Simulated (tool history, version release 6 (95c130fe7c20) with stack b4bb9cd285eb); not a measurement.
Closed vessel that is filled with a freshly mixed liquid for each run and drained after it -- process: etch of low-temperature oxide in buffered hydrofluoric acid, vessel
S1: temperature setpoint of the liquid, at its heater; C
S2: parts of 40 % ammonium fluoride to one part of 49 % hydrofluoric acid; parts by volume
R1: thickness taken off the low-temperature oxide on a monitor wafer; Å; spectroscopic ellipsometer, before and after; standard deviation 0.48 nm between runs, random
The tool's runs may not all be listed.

run 1 hour=0.0 | S1=23.0 S2=20.5 time_in_the_liquid_(s)=100 | R1=1319.8
run 2 hour=3.3 | S1=23.0 S2=22.5 time_in_the_liquid_(s)=100 | R1=1236.6
run 3 hour=9.4 | S1=23.0 S2=22.5 time_in_the_liquid_(s)=100 | R1=1231.3
run 4 hour=11.0 | S1=23.0 S2=17.0 time_in_the_liquid_(s)=100 | R1=1584.3
run 5 hour=19.4 | S1=22.0 S2=17.5 time_in_the_liquid_(s)=100 | R1=1450.4
run 6 hour=24.1 | S1=21.0 S2=18.0 time_in_the_liquid_(s)=100 | R1=1328.7
run 7 hour=27.1 | S1=20.5 S2=18.0 time_in_the_liquid_(s)=100 | R1=1298.5

What will run 8 give?
run 8 hour=35.8 | S1=20.0 S2=18.0 time_in_the_liquid_(s)=100 | R1=?

Run 8 yielded R1 1266.1 Å.
